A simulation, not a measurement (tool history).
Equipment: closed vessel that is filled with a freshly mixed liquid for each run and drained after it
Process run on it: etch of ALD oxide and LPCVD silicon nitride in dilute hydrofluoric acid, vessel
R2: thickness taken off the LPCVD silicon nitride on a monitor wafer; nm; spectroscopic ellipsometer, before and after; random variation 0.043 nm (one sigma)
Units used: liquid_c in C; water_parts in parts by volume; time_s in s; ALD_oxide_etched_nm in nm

Run 1, hour 0: liquid_c 21 C, water_parts 290 parts by volume, time_s 770 s. Result: ALD_oxide_etched_nm 18.882 nm, R2 1.0188 nm.
Run 2, hour 5.2: liquid_c 24 C, water_parts 290 parts by volume, time_s 770 s. Result: ALD_oxide_etched_nm 20.731 nm, R2 1.2086 nm.
Run 3, hour 9.7: liquid_c 22.5 C, water_parts 290 parts by volume, time_s 770 s. Result: ALD_oxide_etched_nm 19.559 nm, R2 1.1675 nm.
Run 4, hour 16.6: liquid_c 22.5 C, water_parts 290 parts by volume, time_s 910 s. Result: ALD_oxide_etched_nm 23.136 nm, R2 1.2578 nm.
Run 5, hour 24.5: liquid_c 22.5 C, water_parts 365 parts by volume, time_s 910 s. Result: ALD_oxide_etched_nm 17.144 nm, R2 1.082 nm.
Run 6, hour 25.9: liquid_c 22.5 C, water_parts 365 parts by volume, time_s 1155 s. Result: ALD_oxide_etched_nm 21.612 nm, R2 1.2879 nm.

Run 7 comes next. What will it give?
Run 7, hour 30: liquid_c 21.5 C, water_parts 325 parts by volume, time_s 1135 s. Result: ALD_oxide_etched_nm ?, R2 ?.

ALD_oxide_etched_nm: 23.729 nm
R2: 1.2672 nm
